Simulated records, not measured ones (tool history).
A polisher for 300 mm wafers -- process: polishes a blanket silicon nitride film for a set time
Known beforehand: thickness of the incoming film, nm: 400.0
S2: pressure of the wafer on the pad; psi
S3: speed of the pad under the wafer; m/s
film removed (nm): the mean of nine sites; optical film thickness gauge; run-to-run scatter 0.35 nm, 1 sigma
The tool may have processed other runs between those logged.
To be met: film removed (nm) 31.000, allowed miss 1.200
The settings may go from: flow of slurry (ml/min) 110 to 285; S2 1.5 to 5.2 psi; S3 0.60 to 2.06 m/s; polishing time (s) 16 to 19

{"run": 1, "day": 0.0, "flow of slurry (ml/min)": 180, "S2": 3.3, "S3": 1.32, "polishing time (s)": 19, "film removed (nm)": 40.865}
{"run": 2, "day": 0.267, "flow of slurry (ml/min)": 200, "S2": 3.3, "S3": 1.32, "polishing time (s)": 19, "film removed (nm)": 40.185}
{"run": 3, "day": 0.288, "flow of slurry (ml/min)": 200, "S2": 3.3, "S3": 1.6, "polishing time (s)": 19, "film removed (nm)": 48.159}
{"run": 4, "day": 0.496, "flow of slurry (ml/min)": 200, "S2": 2.9, "S3": 1.6, "polishing time (s)": 19, "film removed (nm)": 41.877}
{"run": 5, "day": 0.721, "flow of slurry (ml/min)": 200, "S2": 2.9, "S3": 1.6, "polishing time (s)": 16, "film removed (nm)": 36.233}
{"run": 6, "day": 0.992, "flow of slurry (ml/min)": 200, "S2": 2.9, "S3": 1.6, "polishing time (s)": 16, "film removed (nm)": 35.594}
{"run": 7, "day": 1.325, "flow of slurry (ml/min)": 200, "S2": 2.8, "S3": 1.6, "polishing time (s)": 16, "film removed (nm)": 34.103}
{"run": 8, "day": 1.671, "flow of slurry (ml/min)": 200, "S2": 2.7, "S3": 1.6, "polishing time (s)": 16, "film removed (nm)": 33.283}
{"run": 9, "day": 1.875, "flow of slurry (ml/min)": 200, "S2": 2.6, "S3": 1.6, "polishing time (s)": 16, "film removed (nm)": 31.901}

Below are 5 possible settings for the next run. Only one of them brings all results inside the allowed miss of their targets. Which is it?
{"run": "A", "day": 2.079, "flow of slurry (ml/min)": 185, "S2": 2.8, "S3": 1.36, "polishing time (s)": 18, "film removed (nm)": "?"}
{"run": "B", "day": 2.079, "flow of slurry (ml/min)": 180, "S2": 2.4, "S3": 1.84, "polishing time (s)": 17, "film removed (nm)": "?"}
{"run": "C", "day": 2.079, "flow of slurry (ml/min)": 180, "S2": 2.7, "S3": 1.78, "polishing time (s)": 16, "film removed (nm)": "?"}
{"run": "D", "day": 2.079, "flow of slurry (ml/min)": 200, "S2": 2.6, "S3": 1.54, "polishing time (s)": 16, "film removed (nm)": "?"}
{"run": "E", "day": 2.079, "flow of slurry (ml/min)": 205, "S2": 2.3, "S3": 1.6, "polishing time (s)": 16, "film removed (nm)": "?"}

move=A film_removed_(nm)=33.440
move=B film_removed_(nm)=35.096
move=C film_removed_(nm)=35.609
move=D film_removed_(nm)=31.038
move=E film_removed_(nm)=28.879
A: moves away from the targets compared with the last run
B: moves away from the targets compared with the last run
C: moves away from the targets compared with the last run
D: every result within its allowed miss
E: takes the biggest miss from the last run beyond its target
D is the move that brings every result within its allowed miss.
